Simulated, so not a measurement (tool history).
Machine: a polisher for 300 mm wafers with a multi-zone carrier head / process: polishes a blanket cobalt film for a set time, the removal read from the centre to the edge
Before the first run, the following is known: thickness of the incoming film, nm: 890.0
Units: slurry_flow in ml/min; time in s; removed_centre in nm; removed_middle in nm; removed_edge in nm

run 1 hour=0 | slurry_flow=175 centre_zone=1 middle_zone=1 edge_zone=1 time=59 | removed_centre=313.67 removed_middle=310.59 removed_edge=312.86
run 2 hour=7 | slurry_flow=175 centre_zone=1 middle_zone=1 edge_zone=0.99 time=57 | removed_centre=301.34 removed_middle=300.12 removed_edge=299.41
run 3 hour=13.7 | slurry_flow=175 centre_zone=1 middle_zone=1 edge_zone=0.99 time=67 | removed_centre=351.85 removed_middle=347.48 removed_edge=345.05
run 4 hour=18.7 | slurry_flow=175 centre_zone=0.94 middle_zone=1 edge_zone=0.99 time=67 | removed_centre=334.13 removed_middle=349.88 removed_edge=345.94
run 5 hour=24.2 | slurry_flow=175 centre_zone=0.99 middle_zone=1 edge_zone=0.99 time=67 | removed_centre=355.9 removed_middle=341.56 removed_edge=346.54
run 6 hour=27.7 | slurry_flow=175 centre_zone=1 middle_zone=1 edge_zone=0.97 time=64 | removed_centre=339.58 removed_middle=341.15 removed_edge=323.58
run 7 hour=35.5 | slurry_flow=170 centre_zone=1 middle_zone=0.98 edge_zone=0.96 time=62 | removed_centre=324.73 removed_middle=318.64 removed_edge=313.61

The next listed run, before its measurement:
run 8 hour=42 | slurry_flow=205 centre_zone=1.04 middle_zone=1.02 edge_zone=0.86 time=45 | removed_centre=? removed_middle=? removed_edge=?

removed_centre: 255.8 nm
removed_middle: 247.19 nm
removed_edge: 221.64 nm

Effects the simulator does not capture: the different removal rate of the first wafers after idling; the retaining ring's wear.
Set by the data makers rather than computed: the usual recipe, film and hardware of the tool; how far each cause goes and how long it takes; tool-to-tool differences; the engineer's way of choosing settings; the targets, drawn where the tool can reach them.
